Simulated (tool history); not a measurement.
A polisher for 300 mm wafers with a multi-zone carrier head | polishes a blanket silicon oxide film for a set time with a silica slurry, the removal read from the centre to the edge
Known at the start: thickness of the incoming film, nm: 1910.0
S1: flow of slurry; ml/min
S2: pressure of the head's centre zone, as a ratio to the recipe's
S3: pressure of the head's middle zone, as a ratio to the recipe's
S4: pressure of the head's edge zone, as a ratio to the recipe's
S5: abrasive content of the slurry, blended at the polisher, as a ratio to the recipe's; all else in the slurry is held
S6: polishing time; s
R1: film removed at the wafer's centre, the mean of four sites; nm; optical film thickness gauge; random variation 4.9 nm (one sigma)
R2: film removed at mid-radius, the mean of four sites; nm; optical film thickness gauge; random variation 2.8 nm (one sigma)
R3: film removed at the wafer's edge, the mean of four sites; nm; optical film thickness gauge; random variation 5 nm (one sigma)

| run | hour | S1 | S2 | S3 | S4 | S5 | S6 | R1 | R2 | R3 |
|---|---|---|---|---|---|---|---|---|---|---|
| 1 | 0 | 170 | 1 | 1 | 1 | 1 | 67 | 254.36 | 263.66 | 254.29 |
| 2 | 8 | 180 | 1.03 | 1 | 1.03 | 1.1 | 68 | 284.84 | 286.02 | 284.25 |
| 3 | 14.2 | 180 | 1.03 | 1.05 | 1.03 | 1.1 | 68 | 287.86 | 296.32 | 281.09 |
| 4 | 18.8 | 190 | 1.06 | 1.05 | 1.06 | 1.15 | 68 | 304.96 | 305.97 | 298.22 |
| 5 | 25.8 | 190 | 1.06 | 1.05 | 1.06 | 1.3 | 68 | 321.13 | 324.26 | 311.74 |
| 6 | 33.5 | 190 | 1.06 | 1.05 | 1.06 | 1.3 | 82 | 387.31 | 386.06 | 378.66 |
| 7 | 41.3 | 190 | 1.06 | 1.05 | 1.06 | 1.3 | 82 | 393.48 | 390.43 | 389.76 |

Forecast run 8:
| 8 | 44.6 | 190 | 1.08 | 1.04 | 1.06 | 1.3 | 82 | ? | ? | ? |

R1: 398.9 nm
R2: 384.8 nm
R3: 379.4 nm
